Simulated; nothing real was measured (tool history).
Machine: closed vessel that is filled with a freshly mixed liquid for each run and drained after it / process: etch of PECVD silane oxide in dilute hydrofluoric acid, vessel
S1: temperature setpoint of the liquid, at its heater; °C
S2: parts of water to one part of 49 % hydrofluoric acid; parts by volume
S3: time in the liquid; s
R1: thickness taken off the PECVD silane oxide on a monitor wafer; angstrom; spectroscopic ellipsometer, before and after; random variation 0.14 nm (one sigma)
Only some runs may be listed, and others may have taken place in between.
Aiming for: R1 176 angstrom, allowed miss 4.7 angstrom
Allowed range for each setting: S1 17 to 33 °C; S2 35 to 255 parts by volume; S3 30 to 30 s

{"run": 1, "hour": 0.0, "S1": 25, "S2": 145, "S3": 30, "R1": 81.485}
{"run": 2, "hour": 8.1, "S1": 25, "S2": 170, "S3": 30, "R1": 65.872}
{"run": 3, "hour": 8.8, "S1": 26, "S2": 160, "S3": 30, "R1": 73.531}
{"run": 4, "hour": 12.6, "S1": 26, "S2": 160, "S3": 30, "R1": 74.506}
{"hour": 20.7, "done": "hydrofluoric acid flow meter replaced"}
{"run": 5, "hour": 20.7, "S1": 28, "S2": 160, "S3": 30, "R1": 73.95}
{"run": 6, "hour": 23.7, "S1": 28, "S2": 145, "S3": 30, "R1": 82.748}
{"run": 7, "hour": 31.0, "S1": 32, "S2": 90, "S3": 30, "R1": 164.43}
{"run": 8, "hour": 32.5, "S1": 32.5, "S2": 85, "S3": 30, "R1": 180.81}

Consider the 4 candidate settings below. Which is the only one whose results all fall within their allowed miss of target?
{"run": "A", "hour": 34.0, "S1": 31.5, "S2": 85, "S3": 30, "R1": "?"}
{"run": "B", "hour": 34.0, "S1": 33, "S2": 85, "S3": 30, "R1": "?"}
{"run": "C", "hour": 34.0, "S1": 32, "S2": 80, "S3": 30, "R1": "?"}
{"run": "D", "hour": 34.0, "S1": 30, "S2": 75, "S3": 30, "R1": "?"}

move=A R1=171.66
move=B R1=181.52
move=C R1=187.25
move=D R1=186.55
A: in spec on every target
B: lands further from the targets than the last run did
C: lands further from the targets than the last run did
D: lands further from the targets than the last run did
The move that meets every target is A.
